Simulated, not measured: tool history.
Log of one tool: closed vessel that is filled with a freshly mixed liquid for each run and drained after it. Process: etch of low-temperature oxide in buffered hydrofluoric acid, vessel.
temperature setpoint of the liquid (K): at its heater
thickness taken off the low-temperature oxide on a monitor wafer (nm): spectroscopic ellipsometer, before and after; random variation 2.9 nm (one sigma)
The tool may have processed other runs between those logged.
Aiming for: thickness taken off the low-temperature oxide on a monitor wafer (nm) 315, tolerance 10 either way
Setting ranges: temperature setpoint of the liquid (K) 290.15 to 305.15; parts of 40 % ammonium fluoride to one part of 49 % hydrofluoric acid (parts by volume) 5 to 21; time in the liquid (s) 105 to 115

run,hour,temperature setpoint of the liquid (K),parts of 40 % ammonium fluoride to one part of 49 % hydrofluoric acid (parts by volume),time in the liquid (s),thickness taken off the low-temperature oxide on a monitor wafer (nm)
1,0,297.15,13,105,415.16
2,8.9,297.15,13,105,416
3,12.6,295.65,13,105,379.25
4,21,295.65,13,115,415.55
5,25.2,298.65,13,115,495.05
6,26.1,298.65,9.5,115,658.35
7,29.6,296.65,10.5,115,537.29
8,32.1,295.15,11,115,473.59
9,35,293.65,11.5,115,415.41
10,41.6,292.65,12,115,379.33
11,44.2,292.15,12,115,371.19
12,46.6,291.65,12,115,359.73
13,52.1,291.15,12,115,351.56
14,56.4,290.65,12,115,342

Which one of the following 4 next-run settings gets every result inside its allowed miss? There is exactly one.
A,60.7,291.15,12.5,115,?
B,60.7,290.65,12.5,110,?
C,60.7,292.15,14.5,110,?
D,60.7,291.15,10.5,115,?

move,thickness taken off the low-temperature oxide on a monitor wafer (nm)
A,336.49
B,312.84
C,294.43
D,399
A: an improvement on the last run, though not all results are within tolerance
B: meets every target
C: the result that was furthest off in the last run now lies on the other side of its target
D: the biggest miss grows against the last run
The right move is B.
